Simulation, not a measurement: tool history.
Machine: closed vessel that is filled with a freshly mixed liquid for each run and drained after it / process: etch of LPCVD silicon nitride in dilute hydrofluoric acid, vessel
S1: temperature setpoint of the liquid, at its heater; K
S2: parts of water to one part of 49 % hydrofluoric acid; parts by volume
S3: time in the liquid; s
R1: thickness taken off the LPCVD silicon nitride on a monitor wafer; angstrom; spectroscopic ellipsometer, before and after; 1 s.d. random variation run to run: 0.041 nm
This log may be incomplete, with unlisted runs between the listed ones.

| run | hour | S1 | S2 | S3 | R1 |
|---|---|---|---|---|---|
| 1 | 0.0 | 294.15 | 60 | 670 | 46.468 |
| 2 | 7.5 | 294.15 | 60 | 670 | 46.389 |
| 3 | 11.7 | 294.15 | 60 | 670 | 46.432 |
| 4 | 16.3 | 296.65 | 50 | 670 | 65.558 |
| 5 | 22.0 | 296.65 | 50 | 460 | 45.100 |
| 6 | 30.5 | 296.65 | 50 | 670 | 65.825 |

What will run 7 give?
| 7 | 38.3 | 298.65 | 45 | 670 | ? |

Run 7 measured R1 82.959 angstrom.
